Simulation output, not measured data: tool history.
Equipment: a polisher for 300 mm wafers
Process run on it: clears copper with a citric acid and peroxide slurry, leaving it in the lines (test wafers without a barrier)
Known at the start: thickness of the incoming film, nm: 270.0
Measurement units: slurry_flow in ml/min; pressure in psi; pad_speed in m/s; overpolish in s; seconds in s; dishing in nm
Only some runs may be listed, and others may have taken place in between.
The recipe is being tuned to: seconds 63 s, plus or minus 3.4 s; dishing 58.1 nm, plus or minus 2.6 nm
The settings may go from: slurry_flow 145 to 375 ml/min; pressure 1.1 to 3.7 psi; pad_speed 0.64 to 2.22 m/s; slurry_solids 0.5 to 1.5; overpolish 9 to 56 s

run	hour	slurry_flow	pressure	pad_speed	slurry_solids	overpolish	seconds	dishing
1	0	240	2.4	1.42	1	29	95.114	42.305
2	2.6	240	2.4	1.42	1.1	29	92.972	41.762
3	10.4	240	2.4	1.42	1.3	29	90.125	42.977
4	18.2	240	2.5	1.42	1.3	30	85.089	43.95
5	21.6	240	2.6	1.42	1.3	31	83.236	45.974
6	23.3	240	2.7	1.42	1.3	32	76.72	48.445
7	26	240	2.8	1.42	1.3	33	76.553	51.212
8	30.9	240	2.9	1.42	1.3	33	76.112	51.732
9	35.2	240	3	1.42	1.3	33	70.56	52.021
10	41.7	240	3.2	1.44	1.3	35	65.117	54.377

Which one of the following 4 next-run settings gets every result inside its allowed miss? There is exactly one.
A	48.2	330	2.6	1.76	1.5	38	?	?
B	48.2	345	3.3	1.44	1.5	30	?	?
C	48.2	240	3.4	1.36	1.4	31	?	?
D	48.2	250	2.8	1.68	1.25	32	?	?

move	seconds	dishing
A	63.369	56.613
B	60.874	53.471
C	65.314	52.703
D	65.645	52.571
A: all results in spec
B: its largest miss is bigger than the last run's
C: its largest miss is bigger than the last run's
D: its largest miss is bigger than the last run's
So the answer is move A, the one that meets all the targets.

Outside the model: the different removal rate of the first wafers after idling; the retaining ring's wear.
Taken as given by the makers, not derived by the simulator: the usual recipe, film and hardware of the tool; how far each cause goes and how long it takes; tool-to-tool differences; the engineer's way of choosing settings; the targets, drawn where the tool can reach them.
